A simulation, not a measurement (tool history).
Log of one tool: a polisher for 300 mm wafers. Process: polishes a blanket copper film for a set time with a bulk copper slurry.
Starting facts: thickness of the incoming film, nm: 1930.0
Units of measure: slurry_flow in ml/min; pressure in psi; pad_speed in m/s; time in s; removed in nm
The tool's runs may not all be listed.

run,hour,slurry_flow,pressure,pad_speed,slurry_solids,time,removed
1,0.0,145,3.4,1.06,1.0,38,396.86
2,9.0,150,3.7,1.06,1.0,38,437.88
3,9.6,155,3.9,1.06,1.0,38,454.18
4,17.1,155,3.9,1.06,1.0,34,416.18
5,21.7,155,4.1,1.08,1.0,34,433.72
6,26.7,155,4.3,1.10,1.0,34,470.11
7,31.2,155,4.5,1.12,1.0,34,493.73
8,38.7,160,4.6,1.14,1.0,34,520.53

Run 9 is up next; what results do you expect?
9,44.0,160,4.7,1.14,1.0,34,?

removed: 534.61 nm
